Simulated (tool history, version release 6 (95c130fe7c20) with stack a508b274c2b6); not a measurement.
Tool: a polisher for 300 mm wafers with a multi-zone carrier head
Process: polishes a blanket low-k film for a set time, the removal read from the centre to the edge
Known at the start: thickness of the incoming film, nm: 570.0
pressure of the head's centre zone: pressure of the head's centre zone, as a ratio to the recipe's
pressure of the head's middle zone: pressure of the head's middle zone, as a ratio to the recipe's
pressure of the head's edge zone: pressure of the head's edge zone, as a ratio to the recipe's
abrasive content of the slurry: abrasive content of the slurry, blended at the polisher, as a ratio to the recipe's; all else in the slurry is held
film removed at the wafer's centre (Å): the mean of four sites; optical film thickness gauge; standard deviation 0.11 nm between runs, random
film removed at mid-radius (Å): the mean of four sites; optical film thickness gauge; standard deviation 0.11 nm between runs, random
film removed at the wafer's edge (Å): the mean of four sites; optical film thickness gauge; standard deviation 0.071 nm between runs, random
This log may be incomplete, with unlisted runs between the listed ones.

run  hour  flow of slurry (ml/min)  pressure of the head's centre zone  pressure of the head's middle zone  pressure of the head's edge zone  abrasive content of the slurry  polishing time (s)  film removed at the wafer's centre (Å)  film removed at mid-radius (Å)  film removed at the wafer's edge (Å)
  1   0.0                      135                                1.00                                1.00                              1.00                            1.00                  50                                  190.17                          191.96                                193.88
  2   5.8                      130                                0.99                                0.97                              0.96                            0.85                  47                                  161.74                          158.42                                159.86
  3   9.2                      120                                0.96                                0.93                              0.93                            0.75                  47                                  140.27                          137.23                                141.50
  4  13.4                      150                                0.96                                0.93                              0.93                            0.75                  47                                  146.73                          143.80                                146.56
  5  20.8                      140                                0.94                                0.90                              0.90                            0.70                  47                                  133.82                          129.67                                136.49
  6  24.6                      135                                0.93                                0.89                              0.88                            0.65                  47                                  122.49                          118.77                                123.90

Expected results for the next run?
  7  31.1                      125                                0.93                                0.88                              0.87                            0.65                  47                                       ?                               ?                                     ?

film removed at the wafer's centre (Å): 118.10
film removed at mid-radius (Å): 115.62
film removed at the wafer's edge (Å): 121.50

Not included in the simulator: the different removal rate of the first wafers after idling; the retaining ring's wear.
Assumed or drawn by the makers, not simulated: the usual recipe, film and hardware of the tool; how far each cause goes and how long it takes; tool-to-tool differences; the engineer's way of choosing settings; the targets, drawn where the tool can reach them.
